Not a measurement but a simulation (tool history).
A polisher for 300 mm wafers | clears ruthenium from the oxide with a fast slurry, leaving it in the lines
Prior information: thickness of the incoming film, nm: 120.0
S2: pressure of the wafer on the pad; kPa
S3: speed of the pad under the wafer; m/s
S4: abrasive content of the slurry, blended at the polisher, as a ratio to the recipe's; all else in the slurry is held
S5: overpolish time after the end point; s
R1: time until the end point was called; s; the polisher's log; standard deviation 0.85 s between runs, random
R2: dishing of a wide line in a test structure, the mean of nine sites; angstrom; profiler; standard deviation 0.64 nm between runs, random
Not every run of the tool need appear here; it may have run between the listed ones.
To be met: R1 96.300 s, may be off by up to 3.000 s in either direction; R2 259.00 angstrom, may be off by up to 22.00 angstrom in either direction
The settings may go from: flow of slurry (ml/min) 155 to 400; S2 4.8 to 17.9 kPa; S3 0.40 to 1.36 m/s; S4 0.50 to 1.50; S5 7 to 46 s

run 1 hour=0.0 | flow_of_slurry_(ml/min)=255 S2=11.0 S3=0.88 S4=1.00 S5=24 | R1=49.472 R2=433.93
run 2 hour=8.0 | flow_of_slurry_(ml/min)=290 S2=11.0 S3=0.88 S4=1.00 S5=24 | R1=48.986 R2=436.69
run 3 hour=11.3 | flow_of_slurry_(ml/min)=290 S2=11.0 S3=0.88 S4=1.00 S5=15 | R1=48.722 R2=282.41
run 4 hour=19.7 | flow_of_slurry_(ml/min)=290 S2=11.0 S3=0.88 S4=1.00 S5=7 | R1=49.544 R2=136.99
run 5 hour=24.6 | flow_of_slurry_(ml/min)=285 S2=10.3 S3=0.86 S4=1.00 S5=10 | R1=52.873 R2=182.53
run 6 hour=27.3 | flow_of_slurry_(ml/min)=285 S2=10.3 S3=0.86 S4=0.85 S5=10 | R1=55.063 R2=171.44
run 7 hour=35.9 | flow_of_slurry_(ml/min)=285 S2=10.3 S3=0.86 S4=0.85 S5=10 | R1=56.034 R2=171.34
run 8 hour=42.8 | flow_of_slurry_(ml/min)=285 S2=9.7 S3=0.86 S4=0.85 S5=12 | R1=58.023 R2=182.20
run 9 hour=49.7 | flow_of_slurry_(ml/min)=285 S2=9.0 S3=0.84 S4=0.85 S5=14 | R1=63.447 R2=203.30
run 10 hour=56.9 | flow_of_slurry_(ml/min)=285 S2=8.3 S3=0.82 S4=0.85 S5=15 | R1=69.734 R2=198.83
run 11 hour=62.3 | flow_of_slurry_(ml/min)=285 S2=7.6 S3=0.82 S4=0.85 S5=16 | R1=76.489 R2=191.74
run 12 hour=65.0 | flow_of_slurry_(ml/min)=285 S2=7.6 S3=0.82 S4=0.85 S5=17 | R1=76.132 R2=205.07
run 13 hour=66.3 | flow_of_slurry_(ml/min)=275 S2=4.8 S3=0.82 S4=0.85 S5=28 | R1=109.880 R2=235.58
run 14 hour=72.5 | flow_of_slurry_(ml/min)=280 S2=4.8 S3=0.82 S4=0.85 S5=28 | R1=109.460 R2=233.28

Which single option among these 4 for the next run brings every result within its allowed miss of target? Just one does.
run A hour=78.7 | flow_of_slurry_(ml/min)=255 S2=4.8 S3=0.70 S4=0.90 S5=27 | R1=? R2=?
run B hour=78.7 | flow_of_slurry_(ml/min)=340 S2=5.5 S3=0.80 S4=0.95 S5=26 | R1=? R2=?
run C hour=78.7 | flow_of_slurry_(ml/min)=280 S2=5.5 S3=0.88 S4=0.90 S5=21 | R1=? R2=?
run D hour=78.7 | flow_of_slurry_(ml/min)=285 S2=5.5 S3=0.74 S4=0.90 S5=24 | R1=? R2=?

move=A R1=126.040 R2=206.03
move=B R1=95.916 R2=256.78
move=C R1=90.423 R2=222.29
move=D R1=106.760 R2=215.60
A: further off than the last run
B: every result within its allowed miss
C: the result that was furthest off in the last run now lies on the other side of its target
D: nearer the targets than the last run, but a result is still out of spec
B meets every target.

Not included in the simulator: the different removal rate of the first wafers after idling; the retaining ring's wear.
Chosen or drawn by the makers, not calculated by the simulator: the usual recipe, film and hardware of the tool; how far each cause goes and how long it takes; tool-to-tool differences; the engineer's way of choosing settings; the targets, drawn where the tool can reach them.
